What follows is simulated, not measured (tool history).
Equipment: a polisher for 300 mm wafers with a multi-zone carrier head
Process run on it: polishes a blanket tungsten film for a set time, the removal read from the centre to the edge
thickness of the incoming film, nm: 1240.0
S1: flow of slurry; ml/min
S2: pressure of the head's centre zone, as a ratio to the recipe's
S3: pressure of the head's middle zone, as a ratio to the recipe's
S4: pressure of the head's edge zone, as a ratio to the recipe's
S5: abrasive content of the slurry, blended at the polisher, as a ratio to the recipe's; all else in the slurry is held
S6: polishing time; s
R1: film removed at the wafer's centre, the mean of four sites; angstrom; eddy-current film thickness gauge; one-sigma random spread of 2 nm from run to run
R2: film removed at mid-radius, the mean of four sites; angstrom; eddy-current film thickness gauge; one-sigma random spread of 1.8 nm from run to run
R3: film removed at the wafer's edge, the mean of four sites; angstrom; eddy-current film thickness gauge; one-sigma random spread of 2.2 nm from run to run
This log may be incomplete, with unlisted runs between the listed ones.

run  hour   S1    S2    S3    S4    S5  S6      R1      R2      R3
  1   0.0  225  1.00  1.00  1.00  1.00  79  2614.1  2574.3  2562.0
  2   1.8  220  0.97  0.99  0.96  0.85  73  2238.8  2287.0  2308.0
  3   7.2  220  0.97  1.00  0.94  0.75  67  2040.7  2040.9  2064.5
  4  12.3  250  0.97  1.00  0.94  0.75  67  2105.7  2126.5  2140.9
  5  20.7  250  0.97  1.05  0.94  0.75  67  2081.1  2159.2  2080.2
  6  26.9  230  0.96  1.05  0.92  0.65  65  1912.7  2050.4  1944.5
  7  34.9  215  0.95  1.03  0.91  0.60  64  1847.4  1946.7  1878.4
  8  38.9  200  0.94  1.02  0.90  0.55  63  1764.5  1875.2  1817.0
  9  43.5  190  0.93  1.01  0.89  0.55  63  1750.6  1877.9  1832.9

Run 10, settings as shown, results not yet in. Your forecast:
 10  49.7  185  0.93  1.01  0.89  0.55  62   ?   ?   ?

{"run 10": {"R1": 1673.0, "R2": 1841.0, "R3": 1808.9}}

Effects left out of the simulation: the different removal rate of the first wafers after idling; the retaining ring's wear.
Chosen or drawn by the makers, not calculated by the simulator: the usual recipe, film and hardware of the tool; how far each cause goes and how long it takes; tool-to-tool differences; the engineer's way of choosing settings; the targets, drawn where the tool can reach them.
